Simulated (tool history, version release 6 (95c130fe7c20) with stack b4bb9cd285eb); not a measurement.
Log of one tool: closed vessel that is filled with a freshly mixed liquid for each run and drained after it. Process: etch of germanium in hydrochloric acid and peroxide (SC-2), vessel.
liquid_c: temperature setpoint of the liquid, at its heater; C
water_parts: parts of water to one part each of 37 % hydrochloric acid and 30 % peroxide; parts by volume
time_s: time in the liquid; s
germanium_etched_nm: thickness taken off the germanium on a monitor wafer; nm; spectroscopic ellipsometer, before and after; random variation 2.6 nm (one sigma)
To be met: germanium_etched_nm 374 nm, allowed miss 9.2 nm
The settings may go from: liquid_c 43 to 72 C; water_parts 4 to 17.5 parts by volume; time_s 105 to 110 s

{"run": 1, "day": 0.0, "liquid_c": 59, "water_parts": 9.5, "time_s": 105, "germanium_etched_nm": 443.97}
{"run": 2, "day": 0.208, "liquid_c": 59, "water_parts": 7.5, "time_s": 105, "germanium_etched_nm": 450.66}
{"run": 3, "day": 0.488, "liquid_c": 59, "water_parts": 7.5, "time_s": 110, "germanium_etched_nm": 477.77}
{"run": 4, "day": 0.708, "liquid_c": 59, "water_parts": 7.5, "time_s": 105, "germanium_etched_nm": 458.2}
{"run": 5, "day": 1.067, "liquid_c": 57.5, "water_parts": 7.5, "time_s": 105, "germanium_etched_nm": 432.84}
{"run": 6, "day": 1.429, "liquid_c": 56.5, "water_parts": 7.5, "time_s": 105, "germanium_etched_nm": 424.75}
{"run": 7, "day": 1.738, "liquid_c": 55.5, "water_parts": 7.5, "time_s": 105, "germanium_etched_nm": 415}
{"run": 8, "day": 1.783, "liquid_c": 54.5, "water_parts": 7.5, "time_s": 105, "germanium_etched_nm": 403.61}
{"run": 9, "day": 1.867, "liquid_c": 54, "water_parts": 7.5, "time_s": 105, "germanium_etched_nm": 396.38}
{"run": 10, "day": 2.238, "liquid_c": 53.5, "water_parts": 7.5, "time_s": 105, "germanium_etched_nm": 387.28}

Which of these 4 next moves meets every target?
{"run": "A", "day": 2.608, "liquid_c": 54.5, "water_parts": 7.5, "time_s": 105, "germanium_etched_nm": "?"}
{"run": "B", "day": 2.608, "liquid_c": 53.5, "water_parts": 7, "time_s": 110, "germanium_etched_nm": "?"}
{"run": "C", "day": 2.608, "liquid_c": 51, "water_parts": 7, "time_s": 110, "germanium_etched_nm": "?"}
{"run": "D", "day": 2.608, "liquid_c": 55, "water_parts": 7.5, "time_s": 110, "germanium_etched_nm": "?"}

move=A germanium_etched_nm=398.95
move=B germanium_etched_nm=406.92
move=C germanium_etched_nm=376.19
move=D germanium_etched_nm=424.43
A: further off than the last run
B: further off than the last run
C: meets every target
D: further off than the last run
Answer: C
